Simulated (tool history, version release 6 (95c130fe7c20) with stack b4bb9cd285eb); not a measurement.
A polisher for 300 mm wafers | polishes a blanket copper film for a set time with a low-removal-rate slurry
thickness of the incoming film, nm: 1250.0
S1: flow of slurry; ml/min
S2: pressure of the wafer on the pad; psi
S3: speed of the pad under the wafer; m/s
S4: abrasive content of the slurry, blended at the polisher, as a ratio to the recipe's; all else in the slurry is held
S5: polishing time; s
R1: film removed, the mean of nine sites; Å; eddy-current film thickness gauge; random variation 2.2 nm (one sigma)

| run | day | S1 | S2 | S3 | S4 | S5 | R1 |
|---|---|---|---|---|---|---|---|
| 1 | 0 | 230 | 2.3 | 0.96 | 1 | 48 | 943.14 |
| 2 | 0.317 | 230 | 2.6 | 0.98 | 1 | 48 | 1086.1 |
| 3 | 0.558 | 230 | 2.6 | 0.98 | 1 | 43 | 973.42 |
| 4 | 0.829 | 230 | 2.6 | 0.98 | 1 | 43 | 975.25 |
| 5 | 1.171 | 230 | 2.9 | 1 | 1 | 43 | 1103.5 |
| 6 | 1.333 | 230 | 2.5 | 1 | 1 | 43 | 943.06 |

Run 7 comes next. What will it give?
| 7 | 1.688 | 230 | 2.8 | 1.02 | 1 | 43 | ? |

{"run 7": {"R1": 1087.2}}
